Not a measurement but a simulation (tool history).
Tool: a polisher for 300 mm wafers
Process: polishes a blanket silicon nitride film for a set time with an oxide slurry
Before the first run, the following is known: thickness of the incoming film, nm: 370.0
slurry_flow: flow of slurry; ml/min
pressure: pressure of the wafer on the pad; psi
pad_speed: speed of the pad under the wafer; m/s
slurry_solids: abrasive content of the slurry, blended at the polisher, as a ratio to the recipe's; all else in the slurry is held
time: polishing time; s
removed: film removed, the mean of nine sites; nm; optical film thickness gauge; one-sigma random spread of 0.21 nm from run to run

| run | hour | slurry_flow | pressure | pad_speed | slurry_solids | time | removed |
|---|---|---|---|---|---|---|---|
| 1 | 0.0 | 285 | 2.8 | 0.94 | 1.0 | 51 | 24.170 |
| 2 | 4.6 | 285 | 2.8 | 0.94 | 1.0 | 53 | 26.057 |
| 3 | 5.3 | 285 | 2.6 | 0.94 | 1.0 | 53 | 23.638 |
| 4 | 8.1 | 285 | 2.6 | 1.16 | 1.0 | 53 | 26.733 |
| 5 | 11.5 | 285 | 2.6 | 1.16 | 1.0 | 53 | 27.574 |
| 6 | 15.3 | 285 | 2.4 | 1.16 | 1.0 | 53 | 24.950 |
| 7 | 21.8 | 285 | 2.3 | 1.16 | 1.0 | 53 | 23.945 |
| 8 | 23.3 | 285 | 2.2 | 1.16 | 1.0 | 53 | 22.837 |

Run 9 has not been measured yet. What should we expect?
| 9 | 24.5 | 285 | 2.1 | 1.16 | 1.0 | 53 | ? |

{"run 9": {"removed": 21.841}}
